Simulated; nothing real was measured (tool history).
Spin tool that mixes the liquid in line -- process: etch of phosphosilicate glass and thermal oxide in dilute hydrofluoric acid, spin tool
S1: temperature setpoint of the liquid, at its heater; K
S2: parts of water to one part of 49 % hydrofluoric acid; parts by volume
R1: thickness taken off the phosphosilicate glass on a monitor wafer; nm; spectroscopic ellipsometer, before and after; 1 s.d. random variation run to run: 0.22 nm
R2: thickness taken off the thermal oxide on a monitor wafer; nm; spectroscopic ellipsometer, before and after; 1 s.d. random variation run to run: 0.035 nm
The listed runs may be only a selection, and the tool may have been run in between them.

{"run": 1, "hour": 0.0, "S1": 297.15, "S2": 195, "time under the liquid (s)": 60, "R1": 38.806, "R2": 1.3229}
{"run": 2, "hour": 7.9, "S1": 297.65, "S2": 195, "time under the liquid (s)": 60, "R1": 39.554, "R2": 1.3412}
{"run": 3, "hour": 11.1, "S1": 296.15, "S2": 195, "time under the liquid (s)": 60, "R1": 37.391, "R2": 1.2927}
{"run": 4, "hour": 14.0, "S1": 298.65, "S2": 195, "time under the liquid (s)": 60, "R1": 40.78, "R2": 1.4513}
{"run": 5, "hour": 20.2, "S1": 300.65, "S2": 195, "time under the liquid (s)": 60, "R1": 44.277, "R2": 1.4292}
{"run": 6, "hour": 21.0, "S1": 300.65, "S2": 195, "time under the liquid (s)": 40, "R1": 29.296, "R2": 1.0117}
{"run": 7, "hour": 23.6, "S1": 301.15, "S2": 185, "time under the liquid (s)": 40, "R1": 31.86, "R2": 1.1031}
{"run": 8, "hour": 29.1, "S1": 301.65, "S2": 180, "time under the liquid (s)": 40, "R1": 33.37, "R2": 1.1258}
{"run": 9, "hour": 34.1, "S1": 305.15, "S2": 140, "time under the liquid (s)": 40, "R1": 51.42, "R2": 1.685}
{"run": 10, "hour": 37.5, "S1": 304.65, "S2": 140, "time under the liquid (s)": 40, "R1": 50.337, "R2": 1.6908}
{"run": 11, "hour": 46.5, "S1": 304.15, "S2": 140, "time under the liquid (s)": 40, "R1": 49.472, "R2": 1.699}
{"run": 12, "hour": 49.2, "S1": 303.65, "S2": 140, "time under the liquid (s)": 40, "R1": 48.487, "R2": 1.6174}

Run 13, settings as shown, results not yet in. Your forecast:
{"run": 13, "hour": 56.8, "S1": 303.15, "S2": 140, "time under the liquid (s)": 40, "R1": "?", "R2": "?"}

{"run 13": {"R1": 48.18, "R2": 1.578}}
